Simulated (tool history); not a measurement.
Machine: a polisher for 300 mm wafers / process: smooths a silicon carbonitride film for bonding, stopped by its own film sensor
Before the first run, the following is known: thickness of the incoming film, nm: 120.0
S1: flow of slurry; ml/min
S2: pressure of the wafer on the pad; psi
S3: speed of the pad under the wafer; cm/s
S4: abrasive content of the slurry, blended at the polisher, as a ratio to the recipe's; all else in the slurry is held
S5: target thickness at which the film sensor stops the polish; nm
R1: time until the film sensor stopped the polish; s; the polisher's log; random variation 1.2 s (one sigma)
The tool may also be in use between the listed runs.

{"run": 1, "hour": 0.0, "S1": 190, "S2": 2.3, "S3": 86, "S4": 1, "S5": 87, "R1": 125.38}
{"run": 2, "hour": 0.7, "S1": 190, "S2": 2.5, "S3": 86, "S4": 1, "S5": 87, "R1": 119.57}
{"run": 3, "hour": 3.7, "S1": 190, "S2": 2.7, "S3": 88, "S4": 1, "S5": 87, "R1": 107.23}
{"run": 4, "hour": 4.3, "S1": 190, "S2": 2.8, "S3": 88, "S4": 1, "S5": 87, "R1": 104.08}
{"run": 5, "hour": 11.7, "S1": 190, "S2": 2.9, "S3": 88, "S4": 1, "S5": 87, "R1": 99.742}
{"run": 6, "hour": 19.1, "S1": 190, "S2": 3, "S3": 88, "S4": 1, "S5": 87, "R1": 99.36}
{"run": 7, "hour": 21.1, "S1": 190, "S2": 3.1, "S3": 88, "S4": 1, "S5": 87, "R1": 94.603}

Predict the results of run 8:
{"run": 8, "hour": 28.8, "S1": 190, "S2": 3.2, "S3": 88, "S4": 1, "S5": 87, "R1": "?"}

{"run 8": {"R1": 93.134}}
